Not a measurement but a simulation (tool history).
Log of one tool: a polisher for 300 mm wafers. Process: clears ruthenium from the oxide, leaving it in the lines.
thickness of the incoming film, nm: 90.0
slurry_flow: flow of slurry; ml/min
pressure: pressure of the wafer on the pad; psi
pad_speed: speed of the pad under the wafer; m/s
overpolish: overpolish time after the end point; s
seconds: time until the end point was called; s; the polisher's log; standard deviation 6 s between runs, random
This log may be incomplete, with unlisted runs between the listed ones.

Run 1, hour 0: slurry_flow 155 ml/min, pressure 1.4 psi, pad_speed 0.84 m/s, overpolish 36 s. Result: seconds 121.55 s.
Run 2, hour 8.6: slurry_flow 155 ml/min, pressure 1.4 psi, pad_speed 0.94 m/s, overpolish 36 s. Result: seconds 105.04 s.
Run 3, hour 9.6: slurry_flow 155 ml/min, pressure 1.7 psi, pad_speed 0.94 m/s, overpolish 36 s. Result: seconds 88.788 s.
Run 4, hour 12.3: slurry_flow 155 ml/min, pressure 1.7 psi, pad_speed 1.02 m/s, overpolish 36 s. Result: seconds 84.13 s.
Run 5, hour 16.6: slurry_flow 155 ml/min, pressure 1.7 psi, pad_speed 1.02 m/s, overpolish 36 s. Result: seconds 80.274 s.
Run 6, hour 17.7: slurry_flow 155 ml/min, pressure 1.7 psi, pad_speed 0.94 m/s, overpolish 36 s. Result: seconds 86.369 s.
Run 7, hour 23.5: slurry_flow 145 ml/min, pressure 1.3 psi, pad_speed 0.76 m/s, overpolish 36 s. Result: seconds 142.04 s.

The next listed run, before its measurement:
Run 8, hour 31.7: slurry_flow 145 ml/min, pressure 1.3 psi, pad_speed 0.76 m/s, overpolish 36 s. Result: seconds ?.

Run 8 measured seconds 138.5 s.
